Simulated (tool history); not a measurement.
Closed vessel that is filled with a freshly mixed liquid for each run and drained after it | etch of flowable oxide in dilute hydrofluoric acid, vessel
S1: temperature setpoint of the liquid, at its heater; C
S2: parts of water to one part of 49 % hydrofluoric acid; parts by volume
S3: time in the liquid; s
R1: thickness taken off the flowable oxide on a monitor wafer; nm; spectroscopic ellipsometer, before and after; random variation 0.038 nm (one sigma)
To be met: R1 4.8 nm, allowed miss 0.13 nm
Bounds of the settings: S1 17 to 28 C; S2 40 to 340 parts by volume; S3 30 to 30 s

{"run": 1, "hour": 0.0, "S1": 20, "S2": 190, "S3": 30, "R1": 7.0196}
{"run": 2, "hour": 7.3, "S1": 20, "S2": 190, "S3": 30, "R1": 7.0951}
{"run": 3, "hour": 10.5, "S1": 18.5, "S2": 190, "S3": 30, "R1": 6.7096}
{"run": 4, "hour": 15.8, "S1": 18.5, "S2": 125, "S3": 30, "R1": 10.79}
{"run": 5, "hour": 20.8, "S1": 18, "S2": 155, "S3": 30, "R1": 8.2166}
{"run": 6, "hour": 23.1, "S1": 18, "S2": 155, "S3": 30, "R1": 8.4549}
{"run": 7, "hour": 27.0, "S1": 17.5, "S2": 175, "S3": 30, "R1": 7.121}
{"run": 8, "hour": 30.3, "S1": 17.5, "S2": 190, "S3": 30, "R1": 6.4547}
{"run": 9, "hour": 38.6, "S1": 17.5, "S2": 200, "S3": 30, "R1": 6.0628}
{"run": 10, "hour": 46.8, "S1": 17.5, "S2": 210, "S3": 30, "R1": 5.7353}

4 next moves are on the table. One of them brings every result within its allowed miss. Which?
{"run": "A", "hour": 55.0, "S1": 17, "S2": 190, "S3": 30, "R1": "?"}
{"run": "B", "hour": 55.0, "S1": 18, "S2": 200, "S3": 30, "R1": "?"}
{"run": "C", "hour": 55.0, "S1": 17, "S2": 265, "S3": 30, "R1": "?"}
{"run": "D", "hour": 55.0, "S1": 17.5, "S2": 245, "S3": 30, "R1": "?"}

move=A R1=6.2326
move=B R1=6.0969
move=C R1=4.1676
move=D R1=4.6783
A: further off than the last run
B: further off than the last run
C: takes the result that was furthest off past its target
D: meets every target
The right move is D.
